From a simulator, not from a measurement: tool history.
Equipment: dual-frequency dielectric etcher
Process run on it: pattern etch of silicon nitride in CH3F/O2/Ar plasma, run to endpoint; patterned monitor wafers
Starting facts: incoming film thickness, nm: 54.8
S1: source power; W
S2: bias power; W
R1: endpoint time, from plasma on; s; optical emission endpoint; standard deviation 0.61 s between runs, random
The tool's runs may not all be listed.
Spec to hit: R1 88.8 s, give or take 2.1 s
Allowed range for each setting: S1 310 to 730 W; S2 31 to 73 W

run	hour	S1	S2	R1
1	0	520	52	77.388
2	5	490	51	78.385
3	8.7	460	49	82.06
4	15.7	500	49	79.713
5	18.4	540	49	76.654
6	26.7	470	49	80.141
7	28.2	450	48	82.709
8	30.7	440	48	82.356
9	37.1	420	47	84.781
10	44.3	410	47	84.515
11	45.8	340	44	90.904

5 candidate next runs follow, results not yet known. Just one meets every target within its allowed miss. Identify it.
A	47.3	390	41	?
B	47.3	330	43	?
C	47.3	310	47	?
D	47.3	310	41	?
E	47.3	480	40	?

move	R1
A	88.683
B	92.793
C	93.05
D	95.466
E	83.084
A: all results land within tolerance of their targets
B: its largest miss is bigger than the last run's
C: its largest miss is bigger than the last run's
D: its largest miss is bigger than the last run's
E: carries the result that was furthest off beyond its target, to the other side
The move that meets every target is A.
